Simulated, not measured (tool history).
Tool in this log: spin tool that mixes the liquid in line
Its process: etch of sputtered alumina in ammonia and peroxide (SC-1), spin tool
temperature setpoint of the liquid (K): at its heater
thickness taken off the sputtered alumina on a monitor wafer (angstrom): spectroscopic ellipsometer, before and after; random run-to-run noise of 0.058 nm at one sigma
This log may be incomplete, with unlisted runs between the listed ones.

| run | hour | temperature setpoint of the liquid (K) | parts of 29 % ammonia solution to one part of 30 % peroxide (parts by volume) | time under the liquid (s) | thickness taken off the sputtered alumina on a monitor wafer (angstrom) |
|---|---|---|---|---|---|
| 1 | 0.0 | 327.15 | 0.40 | 55 | 36.545 |
| 2 | 6.3 | 327.15 | 0.30 | 55 | 36.392 |
| 3 | 9.8 | 327.15 | 0.40 | 55 | 37.428 |
| 4 | 12.9 | 327.15 | 0.45 | 55 | 37.383 |
| 5 | 16.6 | 327.15 | 0.30 | 55 | 36.201 |
| 6 | 19.3 | 328.65 | 0.30 | 55 | 39.064 |
| 7 | 26.6 | 330.15 | 0.30 | 55 | 42.241 |
| 8 | 32.4 | 338.15 | 0.30 | 55 | 63.006 |
| 9 | 41.0 | 338.65 | 0.30 | 55 | 64.993 |

Run 10 comes next. What will it give?
|  | 47.2 | ammonia flow meter replaced |
| 10 | 47.2 | 339.15 | 0.30 | 55 | ? |

thickness taken off the sputtered alumina on a monitor wafer (angstrom): 67.550
